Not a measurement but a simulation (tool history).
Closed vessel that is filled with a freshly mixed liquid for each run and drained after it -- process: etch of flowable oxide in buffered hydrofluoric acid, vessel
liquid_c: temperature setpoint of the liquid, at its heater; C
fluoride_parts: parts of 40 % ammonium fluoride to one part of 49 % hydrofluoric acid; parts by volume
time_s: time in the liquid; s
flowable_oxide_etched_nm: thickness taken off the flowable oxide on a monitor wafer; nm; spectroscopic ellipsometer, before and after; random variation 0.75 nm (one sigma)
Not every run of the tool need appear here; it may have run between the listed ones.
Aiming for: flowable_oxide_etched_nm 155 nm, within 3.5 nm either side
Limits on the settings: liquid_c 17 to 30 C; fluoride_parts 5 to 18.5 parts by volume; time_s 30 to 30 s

run	hour	liquid_c	fluoride_parts	time_s	flowable_oxide_etched_nm
1	0	22	11.5	30	78.538
2	6.3	24	10.5	30	95.533
3	12.9	22.5	10.5	30	88.22
4	17.6	22.5	8.5	30	104.63
5	26.5	26	8.5	30	126.26
6	28.9	26	6	30	178.72
7	30.1	25.5	6	30	173.97
8	38	25	6	30	168.21
9	39.4	24.5	6	30	164.93

5 candidate next runs follow, results not yet known. Just one meets every target within its allowed miss. Identify it.
A	40.8	24	5	30	?
B	40.8	22.5	6	30	?
C	40.8	26	6	30	?
D	40.8	25	6	30	?
E	40.8	23.5	6	30	?

move	flowable_oxide_etched_nm
A	187.51
B	148.05
C	179.06
D	169.67
E	156.39
A: moves away from the targets compared with the last run
B: the result that was furthest off in the last run now lies on the other side of its target
C: moves away from the targets compared with the last run
D: moves away from the targets compared with the last run
E: all results in spec
Correct choice: E, which meets every target

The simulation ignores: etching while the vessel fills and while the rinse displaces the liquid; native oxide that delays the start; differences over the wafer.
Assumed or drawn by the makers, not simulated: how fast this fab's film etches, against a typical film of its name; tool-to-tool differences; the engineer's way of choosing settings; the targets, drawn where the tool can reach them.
